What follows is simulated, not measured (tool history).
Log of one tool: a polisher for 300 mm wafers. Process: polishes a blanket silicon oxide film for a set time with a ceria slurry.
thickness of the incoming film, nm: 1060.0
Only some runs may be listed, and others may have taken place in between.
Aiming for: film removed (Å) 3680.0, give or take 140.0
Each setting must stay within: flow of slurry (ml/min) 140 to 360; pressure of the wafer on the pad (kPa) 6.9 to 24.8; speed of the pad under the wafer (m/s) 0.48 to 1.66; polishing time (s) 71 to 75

| run | hour | flow of slurry (ml/min) | pressure of the wafer on the pad (kPa) | speed of the pad under the wafer (m/s) | polishing time (s) | film removed (Å) |
|---|---|---|---|---|---|---|
| 1 | 0.0 | 230 | 15.9 | 1.06 | 71 | 2294.3 |
| 2 | 1.2 | 230 | 17.2 | 1.06 | 71 | 2496.8 |
| 3 | 8.2 | 230 | 17.2 | 1.06 | 75 | 2590.4 |
| 4 | 16.4 | 230 | 17.2 | 1.06 | 75 | 2617.5 |
| 5 | 22.3 | 180 | 17.2 | 1.06 | 75 | 2488.6 |
| 6 | 29.7 | 200 | 18.6 | 1.06 | 75 | 2667.1 |
| 7 | 30.9 | 200 | 22.8 | 1.08 | 75 | 3117.7 |
| 8 | 31.7 | 215 | 23.4 | 1.10 | 75 | 3252.0 |
| 9 | 34.8 | 220 | 23.4 | 1.12 | 75 | 3385.0 |
| 10 | 41.2 | 225 | 23.4 | 1.12 | 75 | 3311.2 |
| 11 | 48.2 | 225 | 23.4 | 1.14 | 75 | 3411.3 |
| 12 | 52.4 | 230 | 23.4 | 1.14 | 75 | 3421.5 |

Next run, 5 choices. One meets every target within its allowed miss, the rest don't. Which?
| A | 56.6 | 275 | 24.8 | 1.24 | 75 | ? |
| B | 56.6 | 205 | 23.4 | 1.20 | 71 | ? |
| C | 56.6 | 220 | 21.4 | 1.20 | 75 | ? |
| D | 56.6 | 245 | 24.8 | 1.28 | 75 | ? |
| E | 56.6 | 175 | 22.8 | 1.34 | 73 | ? |

| move | film removed (Å) |
|---|---|
| A | 3878.3 |
| B | 3295.0 |
| C | 3301.6 |
| D | 3948.8 |
| E | 3603.2 |
A: takes the result that was furthest off past its target
B: the biggest miss grows against the last run
C: the biggest miss grows against the last run
D: takes the result that was furthest off past its target
E: in spec on every target
So the answer is move E, the one that meets all the targets.
